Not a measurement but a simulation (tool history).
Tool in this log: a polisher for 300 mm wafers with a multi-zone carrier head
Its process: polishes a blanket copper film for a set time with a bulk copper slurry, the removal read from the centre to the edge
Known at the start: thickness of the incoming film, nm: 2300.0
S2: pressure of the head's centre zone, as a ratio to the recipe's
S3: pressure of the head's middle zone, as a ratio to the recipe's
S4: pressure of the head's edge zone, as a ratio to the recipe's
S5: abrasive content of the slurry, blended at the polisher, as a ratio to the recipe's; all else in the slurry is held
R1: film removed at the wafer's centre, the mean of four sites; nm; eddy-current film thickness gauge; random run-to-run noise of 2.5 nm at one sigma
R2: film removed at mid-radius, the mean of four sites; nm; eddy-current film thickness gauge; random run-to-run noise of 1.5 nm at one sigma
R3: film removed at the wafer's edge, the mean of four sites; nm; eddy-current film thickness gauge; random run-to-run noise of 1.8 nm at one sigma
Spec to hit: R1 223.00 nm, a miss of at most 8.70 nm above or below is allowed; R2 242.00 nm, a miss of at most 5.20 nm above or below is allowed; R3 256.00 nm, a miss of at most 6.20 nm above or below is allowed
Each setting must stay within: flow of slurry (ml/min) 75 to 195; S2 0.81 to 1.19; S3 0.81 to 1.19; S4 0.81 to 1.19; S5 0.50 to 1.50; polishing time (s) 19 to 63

run 1 hour=0.0 | flow_of_slurry_(ml/min)=125 S2=1.00 S3=1.00 S4=1.00 S5=1.00 polishing_time_(s)=41 | R1=293.29 R2=308.80 R3=308.47
run 2 hour=2.5 | flow_of_slurry_(ml/min)=125 S2=1.00 S3=1.00 S4=1.00 S5=0.80 polishing_time_(s)=41 | R1=277.58 R2=290.14 R3=291.03
run 3 hour=4.5 | flow_of_slurry_(ml/min)=125 S2=1.00 S3=1.00 S4=1.00 S5=0.65 polishing_time_(s)=41 | R1=259.74 R2=275.08 R3=278.82
run 4 hour=5.1 | flow_of_slurry_(ml/min)=125 S2=1.05 S3=1.00 S4=1.00 S5=0.65 polishing_time_(s)=41 | R1=279.13 R2=272.49 R3=277.57
run 5 hour=13.5 | flow_of_slurry_(ml/min)=125 S2=1.05 S3=1.00 S4=1.00 S5=0.55 polishing_time_(s)=41 | R1=262.48 R2=262.75 R3=268.56
run 6 hour=19.1 | flow_of_slurry_(ml/min)=120 S2=1.04 S3=1.00 S4=1.00 S5=0.55 polishing_time_(s)=41 | R1=260.77 R2=260.05 R3=264.43
run 7 hour=22.7 | flow_of_slurry_(ml/min)=115 S2=1.03 S3=1.00 S4=1.01 S5=0.55 polishing_time_(s)=41 | R1=257.18 R2=257.54 R3=263.68
run 8 hour=30.5 | flow_of_slurry_(ml/min)=80 S2=0.93 S3=1.00 S4=1.04 S5=0.55 polishing_time_(s)=41 | R1=210.33 R2=235.24 R3=253.92

Pick the move, out of 5, that brings all results within their allowed miss; only one does.
run A hour=38.3 | flow_of_slurry_(ml/min)=80 S2=0.97 S3=0.97 S4=1.03 S5=0.60 polishing_time_(s)=40 | R1=? R2=? R3=?
run B hour=38.3 | flow_of_slurry_(ml/min)=80 S2=0.99 S3=1.01 S4=1.16 S5=0.65 polishing_time_(s)=37 | R1=? R2=? R3=?
run C hour=38.3 | flow_of_slurry_(ml/min)=75 S2=0.93 S3=0.97 S4=1.06 S5=0.60 polishing_time_(s)=39 | R1=? R2=? R3=?
run D hour=38.3 | flow_of_slurry_(ml/min)=85 S2=0.86 S3=0.96 S4=1.06 S5=0.75 polishing_time_(s)=39 | R1=? R2=? R3=?
run E hour=38.3 | flow_of_slurry_(ml/min)=80 S2=0.97 S3=1.00 S4=1.01 S5=0.50 polishing_time_(s)=43 | R1=? R2=? R3=?

move=A R1=214.83 R2=230.71 R3=251.18
move=B R1=207.00 R2=225.20 R3=251.55
move=C R1=196.44 R2=220.83 R3=245.41
move=D R1=199.95 R2=239.84 R3=265.52
move=E R1=220.55 R2=242.97 R3=255.26
A: the worst result of the last run now meets its target, but another is out of spec
B: misses by more than the last run did
C: misses by more than the last run did
D: misses by more than the last run did
E: meets every target
E meets every target.
